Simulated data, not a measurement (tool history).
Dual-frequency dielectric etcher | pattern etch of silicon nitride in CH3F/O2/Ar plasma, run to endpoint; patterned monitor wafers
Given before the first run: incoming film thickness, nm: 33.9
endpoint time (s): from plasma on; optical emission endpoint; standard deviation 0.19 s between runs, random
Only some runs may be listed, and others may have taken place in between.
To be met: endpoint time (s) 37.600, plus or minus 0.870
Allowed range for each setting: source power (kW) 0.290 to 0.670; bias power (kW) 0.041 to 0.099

run    day  source power (kW)  bias power (kW)  endpoint time (s)
  1  0.000              0.480            0.070             46.574
  2  0.196              0.510            0.070             45.467
  3  0.396              0.530            0.072             44.540
  4  0.471              0.530            0.063             46.556
  5  0.712              0.500            0.063             47.682
  6  0.779              0.520            0.066             45.605
  7  0.912              0.540            0.068             44.671
  8  1.254              0.560            0.070             43.393
  9  1.454              0.570            0.071             43.048
 10  1.621              0.580            0.072             42.401

Pick the move, out of 4, that brings all results within their allowed miss; only one does.
  A  1.788              0.600            0.096                  ?
  B  1.788              0.670            0.097                  ?
  C  1.788              0.610            0.078                  ?
  D  1.788              0.590            0.085                  ?

move  endpoint time (s)
   A             37.685
   B             35.933
   C             40.410
   D             39.692
A: hits every target within its allowed miss
B: carries the result that was furthest off beyond its target, to the other side
C: gains on the last run, yet a result remains outside its allowed miss
D: gains on the last run, yet a result remains outside its allowed miss
A meets every target.

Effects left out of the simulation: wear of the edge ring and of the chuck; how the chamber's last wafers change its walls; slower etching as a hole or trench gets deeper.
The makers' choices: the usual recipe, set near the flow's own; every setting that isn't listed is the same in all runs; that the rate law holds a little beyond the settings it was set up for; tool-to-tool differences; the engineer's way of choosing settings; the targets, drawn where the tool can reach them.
